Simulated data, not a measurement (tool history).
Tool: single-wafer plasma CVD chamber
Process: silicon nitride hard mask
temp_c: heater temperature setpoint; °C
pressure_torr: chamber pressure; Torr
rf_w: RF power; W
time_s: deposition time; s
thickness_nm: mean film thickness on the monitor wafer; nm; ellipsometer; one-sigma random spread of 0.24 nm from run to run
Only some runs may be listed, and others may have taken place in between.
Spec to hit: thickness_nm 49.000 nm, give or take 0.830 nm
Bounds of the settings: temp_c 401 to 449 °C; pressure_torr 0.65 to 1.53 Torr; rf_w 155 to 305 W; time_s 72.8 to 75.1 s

Run 1, day 0.000: temp_c 425 °C, pressure_torr 1.09 Torr, rf_w 230 W, time_s 72.8 s. Result: thickness_nm 60.079 nm.
Run 2, day 0.108: temp_c 425 °C, pressure_torr 0.96 Torr, rf_w 220 W, time_s 72.8 s. Result: thickness_nm 55.694 nm.
Run 3, day 0.175: temp_c 425 °C, pressure_torr 0.96 Torr, rf_w 250 W, time_s 72.8 s. Result: thickness_nm 60.889 nm.
Run 4, day 0.400: temp_c 425 °C, pressure_torr 1.11 Torr, rf_w 250 W, time_s 72.8 s. Result: thickness_nm 63.645 nm.
Run 5, day 0.762: temp_c 425 °C, pressure_torr 0.97 Torr, rf_w 235 W, time_s 72.8 s. Result: thickness_nm 58.430 nm.
Run 6, day 0.858: temp_c 430 °C, pressure_torr 0.97 Torr, rf_w 235 W, time_s 72.8 s. Result: thickness_nm 58.642 nm.
Run 7, day 1.092: temp_c 430 °C, pressure_torr 0.75 Torr, rf_w 200 W, time_s 72.8 s. Result: thickness_nm 47.735 nm.
Run 8, day 1.208: temp_c 430 °C, pressure_torr 0.77 Torr, rf_w 200 W, time_s 72.8 s. Result: thickness_nm 47.863 nm.

Exercise: of the 5 proposed moves below, exactly one satisfies all targets within the stated allowed misses. Which move is it?
Run A, day 1.325: temp_c 430 °C, pressure_torr 0.73 Torr, rf_w 210 W, time_s 75.1 s. Result: thickness_nm ?.
Run B, day 1.325: temp_c 431 °C, pressure_torr 0.82 Torr, rf_w 200 W, time_s 75.1 s. Result: thickness_nm ?.
Run C, day 1.325: temp_c 427 °C, pressure_torr 0.82 Torr, rf_w 200 W, time_s 72.8 s. Result: thickness_nm ?.
Run D, day 1.325: temp_c 419 °C, pressure_torr 0.68 Torr, rf_w 200 W, time_s 75.1 s. Result: thickness_nm ?.
Run E, day 1.325: temp_c 431 °C, pressure_torr 0.65 Torr, rf_w 215 W, time_s 72.8 s. Result: thickness_nm ?.

move  thickness_nm
   A        50.008
   B        50.137
   C        48.704
   D        47.135
   E        47.127
A: pushes the last run's worst result past its target
B: pushes the last run's worst result past its target
C: each result inside its tolerance
D: lands further from the targets than the last run did
E: lands further from the targets than the last run did
Go with C: it meets all targets.

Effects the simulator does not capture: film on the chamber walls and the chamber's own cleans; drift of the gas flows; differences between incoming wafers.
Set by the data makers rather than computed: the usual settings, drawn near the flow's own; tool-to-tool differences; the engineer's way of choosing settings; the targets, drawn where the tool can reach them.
